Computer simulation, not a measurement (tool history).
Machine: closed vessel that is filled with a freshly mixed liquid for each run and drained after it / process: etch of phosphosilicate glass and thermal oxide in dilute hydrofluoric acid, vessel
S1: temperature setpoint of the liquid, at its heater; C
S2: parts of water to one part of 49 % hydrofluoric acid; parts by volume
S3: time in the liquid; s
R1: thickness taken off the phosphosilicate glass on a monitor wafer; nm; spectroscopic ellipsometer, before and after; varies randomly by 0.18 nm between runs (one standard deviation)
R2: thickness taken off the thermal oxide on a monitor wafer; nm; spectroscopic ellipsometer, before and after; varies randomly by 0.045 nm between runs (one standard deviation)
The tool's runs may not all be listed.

Run 1, hour 0: S1 24 C, S2 270 parts by volume, S3 65 s. Result: R1 15.079 nm, R2 0.83624 nm.
Run 2, hour 2.8: S1 26 C, S2 245 parts by volume, S3 65 s. Result: R1 18.339 nm, R2 1.0182 nm.
Run 3, hour 3.9: S1 27.5 C, S2 230 parts by volume, S3 65 s. Result: R1 20.915 nm, R2 1.2098 nm.
Run 4, hour 11.5: S1 25.5 C, S2 230 parts by volume, S3 65 s. Result: R1 19.488 nm, R2 1.0637 nm.
Run 5, hour 18.1: S1 25.5 C, S2 230 parts by volume, S3 90 s. Result: R1 27.151 nm, R2 1.5158 nm.
Run 6, hour 23.6: S1 25.5 C, S2 230 parts by volume, S3 80 s. Result: R1 23.899 nm, R2 1.3247 nm.
Run 7, hour 32: S1 27 C, S2 225 parts by volume, S3 80 s. Result: R1 25.857 nm, R2 1.4114 nm.
Run 8, hour 40: S1 28 C, S2 225 parts by volume, S3 80 s. Result: R1 26.744 nm, R2 1.5301 nm.

Run 9 is up next; what results do you expect?
Run 9, hour 48: S1 28.5 C, S2 220 parts by volume, S3 80 s. Result: R1 ?, R2 ?.

{"run 9": {"R1": 28.349, "R2": 1.6153}}
